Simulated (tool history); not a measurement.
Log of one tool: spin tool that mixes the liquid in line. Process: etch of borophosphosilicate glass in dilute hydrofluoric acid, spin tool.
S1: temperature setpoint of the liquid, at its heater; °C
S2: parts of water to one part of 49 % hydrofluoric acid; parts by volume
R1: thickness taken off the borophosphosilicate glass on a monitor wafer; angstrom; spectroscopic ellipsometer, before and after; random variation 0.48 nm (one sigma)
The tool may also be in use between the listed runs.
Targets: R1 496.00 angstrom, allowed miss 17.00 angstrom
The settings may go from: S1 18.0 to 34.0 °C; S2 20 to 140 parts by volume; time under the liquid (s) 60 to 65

{"run": 1, "hour": 0.0, "S1": 26.0, "S2": 75, "time under the liquid (s)": 60, "R1": 661.02}
{"run": 2, "hour": 8.0, "S1": 26.0, "S2": 90, "time under the liquid (s)": 60, "R1": 556.77}
{"run": 3, "hour": 16.9, "S1": 26.0, "S2": 90, "time under the liquid (s)": 65, "R1": 589.83}
{"run": 4, "hour": 22.4, "S1": 26.0, "S2": 65, "time under the liquid (s)": 65, "R1": 848.8}
{"run": 5, "hour": 26.8, "S1": 25.0, "S2": 70, "time under the liquid (s)": 65, "R1": 753.9}
{"run": 6, "hour": 35.2, "S1": 28.0, "S2": 70, "time under the liquid (s)": 65, "R1": 851.18}
{"run": 7, "hour": 36.3, "S1": 26.5, "S2": 75, "time under the liquid (s)": 65, "R1": 743.67}
{"run": 8, "hour": 44.3, "S1": 22.5, "S2": 85, "time under the liquid (s)": 65, "R1": 554.57}
{"run": 9, "hour": 46.7, "S1": 22.0, "S2": 85, "time under the liquid (s)": 65, "R1": 545.84}
{"run": 10, "hour": 55.6, "S1": 21.5, "S2": 85, "time under the liquid (s)": 65, "R1": 532.73}

Which of these 4 next moves meets every target?
{"run": "A", "hour": 64.5, "S1": 20.0, "S2": 80, "time under the liquid (s)": 65, "R1": "?"}
{"run": "B", "hour": 64.5, "S1": 21.5, "S2": 80, "time under the liquid (s)": 65, "R1": "?"}
{"run": "C", "hour": 64.5, "S1": 23.5, "S2": 85, "time under the liquid (s)": 60, "R1": "?"}
{"run": "D", "hour": 64.5, "S1": 19.5, "S2": 85, "time under the liquid (s)": 65, "R1": "?"}

move=A R1=529.52
move=B R1=563.40
move=C R1=527.71
move=D R1=485.33
A: nearer than the last run, and not there yet
B: further off than the last run
C: nearer than the last run, and not there yet
D: meets every target
The right move is D.
